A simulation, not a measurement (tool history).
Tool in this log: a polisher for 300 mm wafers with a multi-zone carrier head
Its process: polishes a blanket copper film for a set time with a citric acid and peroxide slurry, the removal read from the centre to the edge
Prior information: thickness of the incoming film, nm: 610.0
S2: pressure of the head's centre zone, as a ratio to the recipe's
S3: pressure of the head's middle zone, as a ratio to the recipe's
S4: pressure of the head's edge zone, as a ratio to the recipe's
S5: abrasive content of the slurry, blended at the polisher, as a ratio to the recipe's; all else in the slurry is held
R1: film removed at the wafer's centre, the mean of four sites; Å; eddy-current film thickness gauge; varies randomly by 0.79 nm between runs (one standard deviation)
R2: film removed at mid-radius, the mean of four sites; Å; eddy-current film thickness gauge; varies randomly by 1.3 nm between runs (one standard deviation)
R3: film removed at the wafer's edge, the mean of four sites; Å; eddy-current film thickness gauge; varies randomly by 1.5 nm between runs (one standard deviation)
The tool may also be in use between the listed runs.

{"run": 1, "hour": 0.0, "flow of slurry (ml/min)": 125, "S2": 1.0, "S3": 1.0, "S4": 1.0, "S5": 1.0, "polishing time (s)": 80, "R1": 1296.4, "R2": 1325.4, "R3": 1368.8}
{"run": 2, "hour": 1.9, "flow of slurry (ml/min)": 125, "S2": 1.04, "S3": 1.0, "S4": 1.0, "S5": 1.0, "polishing time (s)": 80, "R1": 1335.6, "R2": 1318.8, "R3": 1345.5}
{"run": 3, "hour": 4.0, "flow of slurry (ml/min)": 125, "S2": 1.0, "S3": 1.0, "S4": 1.0, "S5": 1.0, "polishing time (s)": 80, "R1": 1296.9, "R2": 1353.5, "R3": 1340.8}
{"run": 4, "hour": 5.0, "flow of slurry (ml/min)": 120, "S2": 0.99, "S3": 0.99, "S4": 0.98, "S5": 0.95, "polishing time (s)": 80, "R1": 1251.2, "R2": 1300.5, "R3": 1302.8}
{"run": 5, "hour": 9.3, "flow of slurry (ml/min)": 115, "S2": 0.99, "S3": 0.98, "S4": 0.97, "S5": 0.95, "polishing time (s)": 80, "R1": 1224.8, "R2": 1292.3, "R3": 1274.5}
{"run": 6, "hour": 14.4, "flow of slurry (ml/min)": 145, "S2": 0.99, "S3": 0.98, "S4": 0.97, "S5": 0.95, "polishing time (s)": 80, "R1": 1320.3, "R2": 1321.8, "R3": 1333.3}
{"run": 7, "hour": 20.7, "flow of slurry (ml/min)": 140, "S2": 0.99, "S3": 0.97, "S4": 0.96, "S5": 0.95, "polishing time (s)": 80, "R1": 1306.8, "R2": 1341.3, "R3": 1316.7}
{"run": 8, "hour": 29.3, "flow of slurry (ml/min)": 135, "S2": 0.99, "S3": 0.96, "S4": 0.96, "S5": 0.95, "polishing time (s)": 80, "R1": 1300.0, "R2": 1306.9, "R3": 1286.3}
{"run": 9, "hour": 35.7, "flow of slurry (ml/min)": 130, "S2": 0.98, "S3": 0.95, "S4": 0.96, "S5": 0.95, "polishing time (s)": 80, "R1": 1279.6, "R2": 1271.3, "R3": 1311.4}

What does the tool deliver on the next run?
{"run": 10, "hour": 42.8, "flow of slurry (ml/min)": 125, "S2": 0.98, "S3": 0.95, "S4": 0.95, "S5": 0.95, "polishing time (s)": 80, "R1": "?", "R2": "?", "R3": "?"}

R1: 1257.9 Å
R2: 1274.0 Å
R3: 1309.1 Å
